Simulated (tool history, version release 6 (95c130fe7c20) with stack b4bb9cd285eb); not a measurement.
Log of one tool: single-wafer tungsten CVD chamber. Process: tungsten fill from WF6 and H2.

run	hour	heater temperature setpoint (deg C)	chamber pressure (Torr)	deposition time (s)	mean film thickness on the monitor wafer (nm)
1	0.0	390	45.8	41.1	122.640
2	3.2	400	45.8	41.1	144.360
3	4.3	395	44.8	41.1	131.730
4	10.8	391	44.0	41.1	122.070
5	16.1	387	43.4	41.1	113.490
6	19.6	384	42.9	41.1	107.160
7	22.8	381	42.5	41.1	101.260
8	31.5	379	42.3	41.1	97.146
9	37.4	377	42.2	41.1	92.627
10	38.0	376	42.1	41.1	91.945

Run 11 comes next. What will it give?
11	42.7	375	42.0	41.1	?

{"run 11": {"mean film thickness on the monitor wafer (nm)": 90.493}}
